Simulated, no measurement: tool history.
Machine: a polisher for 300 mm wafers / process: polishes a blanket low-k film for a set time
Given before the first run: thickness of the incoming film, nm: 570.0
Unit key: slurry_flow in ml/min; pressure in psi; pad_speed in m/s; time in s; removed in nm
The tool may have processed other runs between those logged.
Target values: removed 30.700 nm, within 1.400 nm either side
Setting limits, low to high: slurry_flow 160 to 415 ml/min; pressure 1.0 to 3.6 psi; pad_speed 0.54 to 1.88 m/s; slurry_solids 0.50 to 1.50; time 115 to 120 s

Run 1, hour 0.0: slurry_flow 265 ml/min, pressure 2.3 psi, pad_speed 1.20 m/s, slurry_solids 1.00, time 115 s. Result: removed 51.036 nm.
Run 2, hour 8.5: slurry_flow 265 ml/min, pressure 2.0 psi, pad_speed 1.18 m/s, slurry_solids 1.00, time 115 s. Result: removed 43.388 nm.
Run 3, hour 13.5: slurry_flow 265 ml/min, pressure 2.0 psi, pad_speed 1.18 m/s, slurry_solids 1.00, time 120 s. Result: removed 44.745 nm.
Run 4, hour 21.1: slurry_flow 320 ml/min, pressure 2.0 psi, pad_speed 1.18 m/s, slurry_solids 1.00, time 120 s. Result: removed 45.449 nm.
Run 5, hour 26.5: slurry_flow 320 ml/min, pressure 1.8 psi, pad_speed 1.18 m/s, slurry_solids 1.00, time 120 s. Result: removed 41.600 nm.
Run 6, hour 31.4: slurry_flow 320 ml/min, pressure 2.1 psi, pad_speed 1.18 m/s, slurry_solids 1.00, time 120 s. Result: removed 48.040 nm.
At hour 35.9: worn pad replaced by a new one.
Run 7, hour 35.9: slurry_flow 320 ml/min, pressure 1.9 psi, pad_speed 1.18 m/s, slurry_solids 1.00, time 120 s. Result: removed 48.024 nm.
Run 8, hour 44.5: slurry_flow 295 ml/min, pressure 1.7 psi, pad_speed 1.16 m/s, slurry_solids 1.00, time 120 s. Result: removed 42.687 nm.
Run 9, hour 51.5: slurry_flow 295 ml/min, pressure 1.5 psi, pad_speed 1.10 m/s, slurry_solids 1.00, time 120 s. Result: removed 35.378 nm.

Which of these 4 next moves meets every target?
Run A, hour 58.5: slurry_flow 335 ml/min, pressure 1.2 psi, pad_speed 1.02 m/s, slurry_solids 1.10, time 116 s. Result: removed ?.
Run B, hour 58.5: slurry_flow 340 ml/min, pressure 1.5 psi, pad_speed 1.08 m/s, slurry_solids 0.75, time 115 s. Result: removed ?.
Run C, hour 58.5: slurry_flow 400 ml/min, pressure 1.3 psi, pad_speed 1.48 m/s, slurry_solids 0.75, time 115 s. Result: removed ?.
Run D, hour 58.5: slurry_flow 305 ml/min, pressure 1.2 psi, pad_speed 1.38 m/s, slurry_solids 1.05, time 119 s. Result: removed ?.

move  removed
   A   27.204
   B   30.420
   C   34.441
   D   34.620
A: takes the biggest miss from the last run beyond its target
B: all results in spec
C: nearer the targets than the last run, but a result is still out of spec
D: nearer the targets than the last run, but a result is still out of spec
Go with B: it meets all targets.
